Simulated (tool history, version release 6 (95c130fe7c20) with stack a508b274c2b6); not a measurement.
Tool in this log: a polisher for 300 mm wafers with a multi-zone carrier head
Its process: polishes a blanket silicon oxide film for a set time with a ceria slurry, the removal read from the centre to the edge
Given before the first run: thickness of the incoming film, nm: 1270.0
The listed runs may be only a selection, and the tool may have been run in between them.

| run | hour | flow of slurry (ml/min) | pressure of the head's centre zone | pressure of the head's middle zone | pressure of the head's edge zone | polishing time (s) | film removed at the wafer's centre (nm) | film removed at mid-radius (nm) | film removed at the wafer's edge (nm) |
|---|---|---|---|---|---|---|---|---|---|
| 1 | 0 | 285 | 1 | 1 | 1 | 64 | 150.6 | 148.59 | 154.74 |
| 2 | 7.8 | 215 | 1 | 1 | 1 | 64 | 147.94 | 142.33 | 152.85 |
| 3 | 9.6 | 215 | 1 | 1 | 1 | 57 | 133.97 | 127.71 | 132.39 |
| 4 | 11 | 215 | 1 | 1 | 1 | 46 | 106.73 | 101.38 | 105.35 |
| 5 | 18.6 | 210 | 1 | 0.99 | 1.02 | 50 | 112.36 | 108.29 | 122.01 |
|  | 21.6 | worn pad replaced by a new one |
| 6 | 21.6 | 210 | 1.02 | 1 | 1.03 | 53 | 139.33 | 129.9 | 136.84 |
| 7 | 25.3 | 170 | 0.95 | 0.91 | 1.13 | 71 | 161.91 | 152.79 | 191.3 |
| 8 | 31.4 | 170 | 0.96 | 0.92 | 1.14 | 71 | 167.28 | 154.27 | 193.52 |
| 9 | 32 | 170 | 0.96 | 0.93 | 1.15 | 71 | 167.43 | 156.7 | 192.83 |

What does the tool deliver on the next run?
| 10 | 37.6 | 170 | 0.96 | 0.93 | 1.15 | 72 | ? | ? | ? |

{"run 10": {"film removed at the wafer's centre (nm)": 170.47, "film removed at mid-radius (nm)": 159.98, "film removed at the wafer's edge (nm)": 192.26}}

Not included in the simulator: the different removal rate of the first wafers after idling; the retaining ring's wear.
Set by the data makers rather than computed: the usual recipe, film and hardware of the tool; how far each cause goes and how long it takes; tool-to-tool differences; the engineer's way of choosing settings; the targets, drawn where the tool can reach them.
